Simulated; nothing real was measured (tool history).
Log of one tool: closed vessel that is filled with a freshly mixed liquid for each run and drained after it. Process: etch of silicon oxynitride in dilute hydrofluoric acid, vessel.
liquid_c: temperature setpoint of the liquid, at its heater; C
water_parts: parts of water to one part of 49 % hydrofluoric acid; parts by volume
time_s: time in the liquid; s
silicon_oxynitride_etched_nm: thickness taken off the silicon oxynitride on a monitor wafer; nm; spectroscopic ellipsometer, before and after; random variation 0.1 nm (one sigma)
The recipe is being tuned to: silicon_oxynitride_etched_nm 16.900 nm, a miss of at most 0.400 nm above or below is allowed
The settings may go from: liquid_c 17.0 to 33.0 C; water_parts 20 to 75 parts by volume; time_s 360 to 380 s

run  hour  liquid_c  water_parts  time_s  silicon_oxynitride_etched_nm
  1   0.0      25.0           45     360                        22.789
  2   9.0      24.5           45     360                        22.117
  3  17.0      24.5           45     380                        23.552
  4  19.3      24.5           50     380                        20.943
  5  21.6      24.5           50     360                        20.102
  6  27.5      24.5           50     380                        20.850
  7  32.8      24.0           50     380                        20.782
  8  34.1      23.5           50     380                        19.858
  9  38.3      23.0           50     380                        19.519
 10  41.3      22.5           50     380                        18.965
 11  50.1      21.5           50     380                        18.299

Consider the 4 candidate settings below. Which is the only one whose results all fall within their allowed miss of target?
  A  58.9      21.5           55     365                             ?
  B  58.9      18.5           40     380                             ?
  C  58.9      23.0           55     360                             ?
  D  58.9      19.5           50     365                             ?

move  silicon_oxynitride_etched_nm
   A                        15.925
   B                        19.799
   C                        16.913
   D                        15.906
A: pushes the last run's worst result past its target
B: the biggest miss grows against the last run
C: every result lands within tolerance
D: pushes the last run's worst result past its target
Correct choice: C, which meets every target

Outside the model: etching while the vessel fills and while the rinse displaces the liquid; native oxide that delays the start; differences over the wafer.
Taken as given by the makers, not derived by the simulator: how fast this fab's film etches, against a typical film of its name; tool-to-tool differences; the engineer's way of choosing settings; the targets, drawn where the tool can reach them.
